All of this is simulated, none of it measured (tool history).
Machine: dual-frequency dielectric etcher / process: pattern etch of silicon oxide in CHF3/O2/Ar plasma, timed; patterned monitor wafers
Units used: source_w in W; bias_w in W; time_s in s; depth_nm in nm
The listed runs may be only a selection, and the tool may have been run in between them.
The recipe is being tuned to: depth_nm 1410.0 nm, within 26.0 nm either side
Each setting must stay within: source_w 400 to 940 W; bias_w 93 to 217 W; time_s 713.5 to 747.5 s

| run | hour | source_w | bias_w | time_s | depth_nm |
|---|---|---|---|---|---|
| 1 | 0.0 | 670 | 155 | 713.5 | 1556.2 |
| 2 | 2.7 | 670 | 182 | 713.5 | 1657.9 |
| 3 | 11.4 | 670 | 170 | 713.5 | 1614.0 |
| 4 | 18.1 | 610 | 168 | 713.5 | 1528.6 |
| 5 | 23.0 | 680 | 168 | 713.5 | 1623.3 |
| 6 | 26.6 | 590 | 168 | 713.5 | 1486.8 |
| 7 | 32.7 | 590 | 168 | 713.5 | 1491.7 |
| 8 | 33.5 | 570 | 168 | 713.5 | 1483.8 |
| 9 | 41.2 | 550 | 167 | 713.5 | 1445.2 |

Which one of the following 4 next-run settings gets every result inside its allowed miss? There is exactly one.
| A | 48.9 | 550 | 168 | 733.0 | ? |
| B | 48.9 | 520 | 184 | 715.5 | ? |
| C | 48.9 | 580 | 148 | 713.5 | ? |
| D | 48.9 | 490 | 207 | 721.0 | ? |

| move | depth_nm |
|---|---|
| A | 1496.8 |
| B | 1473.6 |
| C | 1420.1 |
| D | 1511.9 |
A: lands further from the targets than the last run did
B: lands further from the targets than the last run did
C: meets every target
D: lands further from the targets than the last run did
The move that meets every target is C.
